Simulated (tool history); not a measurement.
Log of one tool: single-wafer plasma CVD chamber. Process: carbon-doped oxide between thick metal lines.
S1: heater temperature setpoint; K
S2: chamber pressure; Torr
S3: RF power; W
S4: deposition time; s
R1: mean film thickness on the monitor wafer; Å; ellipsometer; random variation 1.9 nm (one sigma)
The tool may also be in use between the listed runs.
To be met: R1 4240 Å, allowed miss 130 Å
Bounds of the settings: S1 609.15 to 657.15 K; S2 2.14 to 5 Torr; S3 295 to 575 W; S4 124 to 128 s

run 1 hour=0 | S1=633.15 S2=3.57 S3=435 S4=124 | R1=5788.8
run 2 hour=4.2 | S1=641.15 S2=3.57 S3=435 S4=124 | R1=5737
run 3 hour=9.9 | S1=631.15 S2=3.57 S3=435 S4=124 | R1=5837.1
run 4 hour=13.5 | S1=637.15 S2=3.18 S3=395 S4=124 | R1=5188
run 5 hour=18.4 | S1=647.15 S2=3.18 S3=395 S4=124 | R1=5082.1
run 6 hour=24 | S1=648.15 S2=3.02 S3=375 S4=124 | R1=4742.6
run 7 hour=30 | S1=649.15 S2=2.87 S3=365 S4=124 | R1=4574.1
run 8 hour=38.6 | S1=649.15 S2=2.74 S3=360 S4=124 | R1=4450.2
run 9 hour=45.1 | S1=649.15 S2=2.65 S3=360 S4=124 | R1=4485.6
run 10 hour=46.4 | S1=649.15 S2=2.57 S3=355 S4=124 | R1=4425.1

5 next moves are on the table. One of them brings every result within its allowed miss. Which?
run A hour=47.7 | S1=657.15 S2=2.95 S3=325 S4=124 | R1=?
run B hour=47.7 | S1=654.15 S2=2.16 S3=370 S4=126 | R1=?
run C hour=47.7 | S1=656.15 S2=2.54 S3=360 S4=128 | R1=?
run D hour=47.7 | S1=652.15 S2=2.39 S3=350 S4=124 | R1=?
run E hour=47.7 | S1=650.15 S2=2.14 S3=325 S4=124 | R1=?

move=A R1=3995.8
move=B R1=4603
move=C R1=4579.1
move=D R1=4313.6
move=E R1=3942.7
A: takes the result that was furthest off past its target
B: further off than the last run
C: further off than the last run
D: meets every target
E: takes the result that was furthest off past its target
Answer: D
